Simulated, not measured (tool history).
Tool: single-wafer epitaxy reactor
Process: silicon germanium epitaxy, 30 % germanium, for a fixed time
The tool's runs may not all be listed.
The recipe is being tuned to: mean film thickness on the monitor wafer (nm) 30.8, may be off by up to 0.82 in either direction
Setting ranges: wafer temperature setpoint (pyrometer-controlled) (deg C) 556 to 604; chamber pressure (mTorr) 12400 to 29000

run	hour	wafer temperature setpoint (pyrometer-controlled) (deg C)	chamber pressure (mTorr)	mean film thickness on the monitor wafer (nm)
1	0	580	20700	41.598
2	2.9	580	22700	43.412
3	3.8	586	22700	48.136
4	11.5	581	22700	44.205
5	20	577	22700	41.19
6	24.7	577	26200	44.47
7	30.4	572	26000	40.663
8	32.8	569	25900	38.753
# hour 40.8: capacitance manometer re-zeroed and calibrated
9	40.8	566	25700	37.528
10	49.8	564	25000	35.579

Which one of the following 4 next-run settings gets every result inside its allowed miss? There is exactly one.
A	58.8	570	28100	?
B	58.8	572	27400	?
C	58.8	559	21900	?
D	58.8	572	24100	?

move	mean film thickness on the monitor wafer (nm)
A	41.673
B	42.608
C	30.438
D	40.018
A: further off than the last run
B: further off than the last run
C: each result inside its tolerance
D: further off than the last run
Move C is the one to make.
